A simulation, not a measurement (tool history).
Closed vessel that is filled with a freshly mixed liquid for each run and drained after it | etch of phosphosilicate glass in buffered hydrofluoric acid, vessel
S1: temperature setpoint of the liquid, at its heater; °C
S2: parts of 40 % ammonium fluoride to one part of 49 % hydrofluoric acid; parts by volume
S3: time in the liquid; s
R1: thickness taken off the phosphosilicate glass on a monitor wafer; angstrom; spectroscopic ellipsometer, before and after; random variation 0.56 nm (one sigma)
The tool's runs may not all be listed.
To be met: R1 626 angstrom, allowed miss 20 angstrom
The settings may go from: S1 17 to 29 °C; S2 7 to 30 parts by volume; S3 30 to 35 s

run 1 hour=0 | S1=21 S2=20 S3=35 | R1=709.16
run 2 hour=1.4 | S1=20.5 S2=20 S3=35 | R1=687.68
run 3 hour=6 | S1=23 S2=20 S3=35 | R1=790.32
run 4 hour=8.4 | S1=23 S2=22.5 S3=35 | R1=743.49
run 5 hour=15 | S1=22 S2=22.5 S3=35 | R1=688.23
run 6 hour=22.9 | S1=22 S2=22.5 S3=35 | R1=693.52
run 7 hour=27 | S1=21.5 S2=22.5 S3=35 | R1=685.94
-- hour=29.4 thermometer replaced
run 8 hour=29.4 | S1=21 S2=22.5 S3=35 | R1=740.53

Which of these 5 next moves meets every target?
run A hour=31.8 | S1=19.5 S2=22.5 S3=35 | R1=?
run B hour=31.8 | S1=19.5 S2=23 S3=30 | R1=?
run C hour=31.8 | S1=20.5 S2=21.5 S3=30 | R1=?
run D hour=31.8 | S1=22 S2=28 S3=30 | R1=?
run E hour=31.8 | S1=19 S2=21 S3=30 | R1=?

move=A R1=679.38
move=B R1=573.55
move=C R1=635.63
move=D R1=575.94
move=E R1=593.73
A: nearer than the last run, and not there yet
B: takes the result that was furthest off past its target
C: meets every target
D: takes the result that was furthest off past its target
E: takes the result that was furthest off past its target
The right move is C.

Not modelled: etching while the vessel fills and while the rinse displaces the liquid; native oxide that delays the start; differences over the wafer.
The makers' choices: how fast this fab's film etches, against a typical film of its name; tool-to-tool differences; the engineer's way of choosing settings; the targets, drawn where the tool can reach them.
